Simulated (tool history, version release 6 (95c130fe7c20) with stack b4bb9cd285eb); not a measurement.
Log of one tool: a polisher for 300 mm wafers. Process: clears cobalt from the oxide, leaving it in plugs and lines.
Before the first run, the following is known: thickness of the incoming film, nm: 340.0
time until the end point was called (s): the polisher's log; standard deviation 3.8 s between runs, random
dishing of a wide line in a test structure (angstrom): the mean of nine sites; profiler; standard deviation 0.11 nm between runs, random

run,day,flow of slurry (ml/min),pressure of the wafer on the pad (kPa),speed of the pad under the wafer (cm/s),overpolish time after the end point (s),time until the end point was called (s),dishing of a wide line in a test structure (angstrom)
1,0.000,160,9.7,98,18,111.66,339.700
2,0.300,160,8.3,98,18,127.88,303.570
3,0.367,160,9.7,98,18,109.54,336.980
4,0.442,145,9.7,98,18,112.29,343.070
5,0.738,180,9.7,98,18,106.28,336.970
6,0.967,195,8.3,86,15,135.87,263.370
7,1.021,210,7.6,76,13,159.98,208.260
8,1.196,220,6.9,68,11,200.35,160.520
9,1.408,220,6.9,68,11,201.61,159.550
10,1.621,225,6.9,62,10,215.03,138.500
11,1.958,230,6.9,58,9,235.96,116.480
12,1.992,235,7.6,54,8,228.05,109.130
13,2.329,240,8.3,52,7,214.29,101.320
14,2.596,240,8.3,50,7,228.62,97.405

What will run 15 give?
15,2.688,240,9.0,48,7,?,?

Run 15 came out at time until the end point was called (s) 220.72, dishing of a wide line in a test structure (angstrom) 99.444.
